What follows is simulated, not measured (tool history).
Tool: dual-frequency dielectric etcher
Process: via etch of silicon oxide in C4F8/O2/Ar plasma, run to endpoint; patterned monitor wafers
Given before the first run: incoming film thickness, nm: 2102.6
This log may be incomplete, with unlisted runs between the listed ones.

run 1 hour=0.0 | source_power_(W)=1680 bias_power_(W)=2220 | endpoint_time_(s)=441.57
run 2 hour=7.4 | source_power_(W)=1570 bias_power_(W)=2220 | endpoint_time_(s)=449.49
run 3 hour=12.9 | source_power_(W)=1570 bias_power_(W)=1977 | endpoint_time_(s)=469.08
run 4 hour=14.6 | source_power_(W)=1570 bias_power_(W)=1707 | endpoint_time_(s)=487.59
run 5 hour=16.3 | source_power_(W)=1780 bias_power_(W)=1873 | endpoint_time_(s)=463.38
run 6 hour=23.8 | source_power_(W)=1900 bias_power_(W)=2099 | endpoint_time_(s)=432.38
run 7 hour=32.1 | source_power_(W)=1990 bias_power_(W)=2177 | endpoint_time_(s)=416.15

For run 8, what comes out?
run 8 hour=32.9 | source_power_(W)=2050 bias_power_(W)=2212 | endpoint_time_(s)=?

endpoint time (s): 417.02
